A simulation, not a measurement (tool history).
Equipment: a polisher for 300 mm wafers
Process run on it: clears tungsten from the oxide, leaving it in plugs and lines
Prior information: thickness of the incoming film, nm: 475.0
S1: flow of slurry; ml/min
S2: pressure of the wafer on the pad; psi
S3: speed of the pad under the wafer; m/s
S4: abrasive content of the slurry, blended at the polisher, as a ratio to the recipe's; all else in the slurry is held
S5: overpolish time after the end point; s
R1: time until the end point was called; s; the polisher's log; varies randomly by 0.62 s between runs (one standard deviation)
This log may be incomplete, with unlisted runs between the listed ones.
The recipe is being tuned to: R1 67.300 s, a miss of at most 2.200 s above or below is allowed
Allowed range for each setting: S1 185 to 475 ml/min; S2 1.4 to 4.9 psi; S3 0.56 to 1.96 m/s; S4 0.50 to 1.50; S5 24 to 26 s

run	hour	S1	S2	S3	S4	S5	R1
1	0.0	305	3.1	1.26	1.00	24	106.770
2	8.5	305	3.1	1.26	1.00	24	109.580
3	16.3	305	3.3	1.26	1.00	24	102.400
4	24.2	305	2.8	1.26	1.00	24	116.040
5	26.8	305	3.0	1.26	1.00	24	108.810
6	32.0	305	3.0	1.26	1.10	24	107.590
7	40.7	305	3.2	1.26	1.10	24	102.600
8	45.4	305	3.4	1.26	1.10	24	96.770
9	51.7	305	3.5	1.26	1.10	24	94.880
10	57.4	305	3.6	1.26	1.10	24	91.910
11	66.0	305	3.7	1.26	1.10	24	91.473
12	69.4	305	3.7	1.26	1.10	24	91.796
13	75.1	305	3.7	1.26	1.10	24	92.784
14	82.7	305	3.8	1.28	1.10	24	86.977
15	89.5	305	3.9	1.28	1.10	24	84.498
16	98.5	305	4.0	1.28	1.10	24	84.713
17	103.4	305	4.1	1.28	1.10	24	83.522
18	111.9	305	4.9	1.30	1.10	24	70.623

Exercise: of the 5 proposed moves below, exactly one satisfies all targets within the stated allowed misses. Which move is it?
A	120.4	350	4.9	1.48	1.10	26	?
B	120.4	335	4.8	1.46	1.20	26	?
C	120.4	290	4.9	1.60	0.95	24	?
D	120.4	295	4.9	1.48	1.25	24	?
E	120.4	285	4.9	1.44	0.95	26	?

move	R1
A	63.239
B	63.922
C	62.379
D	62.106
E	67.648
A: moves the result that the last run missed by most past its target, out the other side
B: moves the result that the last run missed by most past its target, out the other side
C: moves the result that the last run missed by most past its target, out the other side
D: moves the result that the last run missed by most past its target, out the other side
E: all results in spec
E meets every target.

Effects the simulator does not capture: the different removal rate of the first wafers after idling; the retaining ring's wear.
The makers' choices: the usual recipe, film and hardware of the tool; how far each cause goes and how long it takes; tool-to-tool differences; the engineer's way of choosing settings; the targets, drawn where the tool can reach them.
